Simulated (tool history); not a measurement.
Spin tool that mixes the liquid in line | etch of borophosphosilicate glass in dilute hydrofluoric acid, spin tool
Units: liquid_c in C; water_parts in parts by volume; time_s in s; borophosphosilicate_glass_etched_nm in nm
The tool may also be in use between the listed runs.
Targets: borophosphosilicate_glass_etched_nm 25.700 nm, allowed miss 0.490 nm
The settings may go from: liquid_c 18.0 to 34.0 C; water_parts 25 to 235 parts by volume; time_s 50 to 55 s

run	hour	liquid_c	water_parts	time_s	borophosphosilicate_glass_etched_nm
1	0.0	26.0	130	50	15.780
2	1.0	23.0	130	50	14.176
3	5.6	25.5	125	50	16.232
4	6.5	25.5	100	50	21.137
5	14.5	27.5	100	50	22.824
6	20.7	28.0	100	50	23.242
7	22.6	28.5	100	50	23.595
8	26.8	29.0	100	50	24.009
9	35.0	29.5	100	50	24.380
# hour 37.9: hydrofluoric acid flow meter replaced
10	37.9	30.0	100	50	27.179
11	39.5	29.5	100	50	26.729

4 next moves are on the table. One of them brings every result within its allowed miss. Which?
A	41.1	29.5	105	55	?
B	41.1	28.0	95	50	?
C	41.1	25.5	90	50	?
D	41.1	27.5	110	55	?

move	borophosphosilicate_glass_etched_nm
A	27.742
B	26.698
C	25.742
D	24.389
A: further off than the last run
B: as far off as the last run
C: meets every target
D: takes the result that was furthest off past its target
Move C is the one to make.
